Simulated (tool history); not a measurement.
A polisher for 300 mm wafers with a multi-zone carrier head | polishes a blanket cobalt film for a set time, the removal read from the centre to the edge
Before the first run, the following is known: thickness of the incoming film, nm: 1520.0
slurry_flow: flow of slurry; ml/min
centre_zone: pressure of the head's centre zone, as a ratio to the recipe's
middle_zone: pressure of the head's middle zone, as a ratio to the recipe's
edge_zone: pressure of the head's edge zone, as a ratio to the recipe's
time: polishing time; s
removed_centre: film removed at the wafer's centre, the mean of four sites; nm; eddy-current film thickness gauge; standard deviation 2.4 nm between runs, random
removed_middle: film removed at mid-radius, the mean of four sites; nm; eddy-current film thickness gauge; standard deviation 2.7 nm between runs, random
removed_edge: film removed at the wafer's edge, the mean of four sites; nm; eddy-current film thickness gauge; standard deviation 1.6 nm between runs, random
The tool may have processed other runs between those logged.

| run | hour | slurry_flow | centre_zone | middle_zone | edge_zone | time | removed_centre | removed_middle | removed_edge |
|---|---|---|---|---|---|---|---|---|---|
| 1 | 0.0 | 180 | 1.00 | 1.00 | 1.00 | 72 | 332.81 | 311.17 | 318.14 |
| 2 | 1.7 | 195 | 1.00 | 1.00 | 1.00 | 72 | 331.67 | 313.48 | 323.61 |
| 3 | 8.2 | 210 | 1.00 | 1.00 | 1.00 | 72 | 334.95 | 320.40 | 326.07 |
| 4 | 16.1 | 200 | 0.98 | 0.99 | 0.98 | 66 | 295.87 | 292.08 | 293.46 |
| 5 | 21.4 | 200 | 0.98 | 0.99 | 0.98 | 78 | 353.09 | 350.24 | 344.31 |
| 6 | 23.3 | 200 | 0.98 | 0.99 | 0.93 | 78 | 356.69 | 340.83 | 333.88 |
| 7 | 29.2 | 190 | 0.96 | 0.97 | 0.91 | 71 | 311.29 | 310.06 | 301.13 |
| 8 | 29.7 | 160 | 0.95 | 0.87 | 0.91 | 51 | 215.63 | 198.82 | 210.86 |
| 9 | 38.2 | 130 | 0.85 | 0.85 | 0.82 | 46 | 166.00 | 167.13 | 176.15 |

Forecast run 10:
| 10 | 39.4 | 135 | 0.85 | 0.85 | 0.82 | 46 | ? | ? | ? |

{"run 10": {"removed_centre": 165.97, "removed_middle": 176.88, "removed_edge": 180.3}}
